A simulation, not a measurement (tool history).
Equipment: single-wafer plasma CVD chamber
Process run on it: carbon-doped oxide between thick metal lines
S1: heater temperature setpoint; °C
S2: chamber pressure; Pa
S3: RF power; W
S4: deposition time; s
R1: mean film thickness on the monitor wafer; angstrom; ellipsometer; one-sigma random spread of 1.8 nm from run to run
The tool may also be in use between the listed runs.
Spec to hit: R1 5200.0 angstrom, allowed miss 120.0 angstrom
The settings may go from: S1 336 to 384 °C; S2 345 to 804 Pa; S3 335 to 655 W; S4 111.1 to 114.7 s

Run 1, hour 0.0: S1 360 °C, S2 575 Pa, S3 495 W, S4 111.1 s. Result: R1 5679.6 angstrom.
Run 2, hour 6.2: S1 360 °C, S2 575 Pa, S3 495 W, S4 114.7 s. Result: R1 5859.3 angstrom.
Run 3, hour 14.9: S1 360 °C, S2 649 Pa, S3 495 W, S4 114.7 s. Result: R1 5974.7 angstrom.
Run 4, hour 18.8: S1 367 °C, S2 649 Pa, S3 495 W, S4 114.7 s. Result: R1 5873.9 angstrom.
Run 5, hour 23.7: S1 367 °C, S2 719 Pa, S3 495 W, S4 114.7 s. Result: R1 6037.4 angstrom.
Run 6, hour 27.0: S1 376 °C, S2 719 Pa, S3 495 W, S4 114.7 s. Result: R1 5859.9 angstrom.
Run 7, hour 33.4: S1 376 °C, S2 703 Pa, S3 490 W, S4 114.6 s. Result: R1 5824.0 angstrom.
Run 8, hour 34.3: S1 376 °C, S2 703 Pa, S3 490 W, S4 114.6 s. Result: R1 5824.8 angstrom.
Run 9, hour 39.9: S1 376 °C, S2 689 Pa, S3 480 W, S4 114.5 s. Result: R1 5708.8 angstrom.
Run 10, hour 45.7: S1 376 °C, S2 677 Pa, S3 475 W, S4 114.4 s. Result: R1 5638.1 angstrom.
Run 11, hour 50.1: S1 376 °C, S2 667 Pa, S3 470 W, S4 114.3 s. Result: R1 5567.0 angstrom.
Run 12, hour 51.3: S1 377 °C, S2 591 Pa, S3 430 W, S4 113.9 s. Result: R1 5012.1 angstrom.
Run 13, hour 56.1: S1 377 °C, S2 596 Pa, S3 430 W, S4 113.9 s. Result: R1 5001.6 angstrom.
Run 14, hour 57.1: S1 377 °C, S2 596 Pa, S3 430 W, S4 113.9 s. Result: R1 5029.4 angstrom.
Run 15, hour 65.7: S1 377 °C, S2 601 Pa, S3 430 W, S4 113.9 s. Result: R1 5016.2 angstrom.
Run 16, hour 71.7: S1 377 °C, S2 607 Pa, S3 430 W, S4 113.9 s. Result: R1 5024.8 angstrom.
Run 17, hour 79.3: S1 377 °C, S2 612 Pa, S3 430 W, S4 113.9 s. Result: R1 5028.1 angstrom.

Pick the move, out of 4, that brings all results within their allowed miss; only one does.
Run A, hour 86.9: S1 383 °C, S2 797 Pa, S3 400 W, S4 114.7 s. Result: R1 ?.
Run B, hour 86.9: S1 379 °C, S2 599 Pa, S3 410 W, S4 113.2 s. Result: R1 ?.
Run C, hour 86.9: S1 366 °C, S2 559 Pa, S3 435 W, S4 114.7 s. Result: R1 ?.
Run D, hour 86.9: S1 375 °C, S2 697 Pa, S3 460 W, S4 114.7 s. Result: R1 ?.

move      R1
   A  4854.9
   B  4741.8
   C  5159.3
   D  5525.6
A: further off than the last run
B: further off than the last run
C: in spec on every target
D: moves the result that the last run missed by most past its target, out the other side
C meets every target.
